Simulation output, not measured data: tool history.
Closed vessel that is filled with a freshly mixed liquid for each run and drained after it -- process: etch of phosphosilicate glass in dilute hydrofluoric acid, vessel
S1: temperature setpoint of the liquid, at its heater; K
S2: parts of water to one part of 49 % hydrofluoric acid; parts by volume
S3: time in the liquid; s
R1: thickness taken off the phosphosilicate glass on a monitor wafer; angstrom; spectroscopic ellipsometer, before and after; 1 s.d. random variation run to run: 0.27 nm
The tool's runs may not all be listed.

run 1 hour=0.0 | S1=295.15 S2=150 S3=35 | R1=130.570
run 2 hour=2.7 | S1=293.65 S2=150 S3=35 | R1=119.240
run 3 hour=8.4 | S1=290.65 S2=150 S3=35 | R1=106.140
run 4 hour=10.9 | S1=290.15 S2=150 S3=35 | R1=103.380
run 5 hour=16.6 | S1=290.15 S2=130 S3=35 | R1=122.890
run 6 hour=22.8 | S1=290.15 S2=175 S3=35 | R1=87.732
run 7 hour=30.3 | S1=293.65 S2=145 S3=35 | R1=124.780
run 8 hour=32.5 | S1=296.15 S2=125 S3=35 | R1=164.590
run 9 hour=35.4 | S1=296.15 S2=125 S3=35 | R1=162.970
run 10 hour=43.6 | S1=298.15 S2=115 S3=35 | R1=198.920
run 11 hour=51.9 | S1=299.65 S2=110 S3=35 | R1=216.740
run 12 hour=61.1 | S1=303.15 S2=85 S3=35 | R1=332.580

Run 13, settings as shown, results not yet in. Your forecast:
run 13 hour=62.4 | S1=302.15 S2=85 S3=35 | R1=?

For run 13 the tool returned R1 320.780 angstrom.
